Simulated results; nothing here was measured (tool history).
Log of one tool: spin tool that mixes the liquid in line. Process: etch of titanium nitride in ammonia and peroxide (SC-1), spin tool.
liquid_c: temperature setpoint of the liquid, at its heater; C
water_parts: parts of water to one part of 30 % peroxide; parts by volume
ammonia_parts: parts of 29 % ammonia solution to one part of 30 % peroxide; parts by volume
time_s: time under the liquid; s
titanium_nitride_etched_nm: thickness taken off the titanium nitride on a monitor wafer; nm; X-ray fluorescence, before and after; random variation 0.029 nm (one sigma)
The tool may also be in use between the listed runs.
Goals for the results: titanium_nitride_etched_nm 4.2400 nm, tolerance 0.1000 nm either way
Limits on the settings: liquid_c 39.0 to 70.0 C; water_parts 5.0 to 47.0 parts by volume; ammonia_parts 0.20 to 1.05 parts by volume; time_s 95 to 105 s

run  hour  liquid_c  water_parts  ammonia_parts  time_s  titanium_nitride_etched_nm
  1   0.0      55.0         26.0           0.55      95                      8.1793
  2   3.1      54.0         26.0           0.55      95                      7.6696
  3   7.8      53.0         26.0           0.55      95                      7.0803
  4  16.6      53.0         26.0           0.65      95                      7.4359
  5  20.4      53.0         26.0           0.65     105                      8.1893
  6  29.2      52.0         26.0           0.65     105                      7.6038
  7  35.5      51.0         26.0           0.65     105                      7.1010
  8  37.0      50.0         26.0           0.65     105                      6.6290
  9  38.2      42.0         26.0           0.65     105                      3.7055
 10  43.2      42.0         26.0           0.65     105                      3.7082
 11  45.1      43.0         26.0           0.65     105                      3.9947

Next run, 5 choices. One meets every target within its allowed miss, the rest don't. Which?
  A  47.0      44.5         27.0           0.60      95                           ?
  B  47.0      45.5         27.5           0.50     100                           ?
  C  47.0      44.5         26.0           0.55      95                           ?
  D  47.0      43.0         29.0           0.65     100                           ?
  E  47.0      40.0         17.5           0.65     100                           ?

move  titanium_nitride_etched_nm
   A                      3.9634
   B                      4.2865
   C                      3.9834
   D                      3.6480
   E                      3.8803
A: lands further from the targets than the last run did
B: meets every target
C: no nearer and no further than the last run
D: lands further from the targets than the last run did
E: lands further from the targets than the last run did
So the answer is move B, the one that meets all the targets.

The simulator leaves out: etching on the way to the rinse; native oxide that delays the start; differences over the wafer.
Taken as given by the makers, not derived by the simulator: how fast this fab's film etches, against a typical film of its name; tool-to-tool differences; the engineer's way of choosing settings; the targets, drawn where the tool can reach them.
